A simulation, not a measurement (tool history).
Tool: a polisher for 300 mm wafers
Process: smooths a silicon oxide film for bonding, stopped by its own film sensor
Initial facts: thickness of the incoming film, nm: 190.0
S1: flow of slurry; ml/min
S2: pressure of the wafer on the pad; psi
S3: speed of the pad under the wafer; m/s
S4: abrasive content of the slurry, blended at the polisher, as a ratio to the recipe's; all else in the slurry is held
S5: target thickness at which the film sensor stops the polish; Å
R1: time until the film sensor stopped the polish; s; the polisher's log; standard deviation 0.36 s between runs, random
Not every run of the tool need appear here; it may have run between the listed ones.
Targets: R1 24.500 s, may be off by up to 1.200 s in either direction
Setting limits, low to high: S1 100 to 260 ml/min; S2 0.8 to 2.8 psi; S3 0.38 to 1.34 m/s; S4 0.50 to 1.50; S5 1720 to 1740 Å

| run | hour | S1 | S2 | S3 | S4 | S5 | R1 |
|---|---|---|---|---|---|---|---|
| 1 | 0.0 | 165 | 1.8 | 0.86 | 1.00 | 1720 | 34.837 |
| 2 | 8.6 | 165 | 1.9 | 0.86 | 1.00 | 1720 | 33.448 |
| 3 | 15.4 | 165 | 2.0 | 0.86 | 1.00 | 1720 | 31.995 |
| 4 | 16.1 | 165 | 2.1 | 0.86 | 1.00 | 1720 | 31.131 |
| 5 | 20.3 | 165 | 2.1 | 0.86 | 0.90 | 1720 | 32.808 |
| 6 | 25.3 | 165 | 2.2 | 0.86 | 0.90 | 1720 | 30.745 |
| 7 | 27.9 | 165 | 2.3 | 0.86 | 0.90 | 1720 | 29.821 |
| 8 | 31.9 | 170 | 2.5 | 0.88 | 0.90 | 1720 | 26.549 |

Exercise: of the 5 proposed moves below, exactly one satisfies all targets within the stated allowed misses. Which move is it?
| A | 35.9 | 140 | 2.4 | 0.78 | 0.70 | 1740 | ? |
| B | 35.9 | 165 | 2.2 | 0.90 | 0.90 | 1730 | ? |
| C | 35.9 | 220 | 2.5 | 0.70 | 1.05 | 1740 | ? |
| D | 35.9 | 185 | 2.4 | 1.00 | 0.90 | 1740 | ? |
| E | 35.9 | 165 | 2.4 | 0.80 | 0.95 | 1730 | ? |

| move | R1 |
|---|---|
| A | 30.417 |
| B | 28.210 |
| C | 24.880 |
| D | 22.327 |
| E | 27.399 |
A: lands further from the targets than the last run did
B: lands further from the targets than the last run did
C: all results land within tolerance of their targets
D: pushes the last run's worst result past its target
E: lands further from the targets than the last run did
C is the move that brings every result within its allowed miss.

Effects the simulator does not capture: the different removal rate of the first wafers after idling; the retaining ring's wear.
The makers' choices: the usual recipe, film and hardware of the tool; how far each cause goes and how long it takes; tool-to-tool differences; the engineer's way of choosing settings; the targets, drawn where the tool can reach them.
